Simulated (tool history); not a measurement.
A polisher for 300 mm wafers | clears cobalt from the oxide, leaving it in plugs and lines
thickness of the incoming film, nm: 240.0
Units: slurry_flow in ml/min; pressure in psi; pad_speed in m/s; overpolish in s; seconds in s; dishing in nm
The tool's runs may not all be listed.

run,hour,slurry_flow,pressure,pad_speed,overpolish,seconds,dishing
1,0.0,120,1.7,1.16,21,52.073,47.418
2,6.4,120,1.8,1.16,20,48.739,46.314
3,9.7,120,1.8,1.34,20,43.154,49.843
4,11.1,120,1.8,1.34,19,43.704,48.811
5,19.6,120,1.8,1.34,13,41.755,43.665
6,28.1,120,1.8,1.34,14,43.735,43.954

The next listed run, before its measurement:
7,34.1,120,1.8,1.34,15,?,?

Run 7 gave seconds 42.146 s, dishing 45.403 nm.

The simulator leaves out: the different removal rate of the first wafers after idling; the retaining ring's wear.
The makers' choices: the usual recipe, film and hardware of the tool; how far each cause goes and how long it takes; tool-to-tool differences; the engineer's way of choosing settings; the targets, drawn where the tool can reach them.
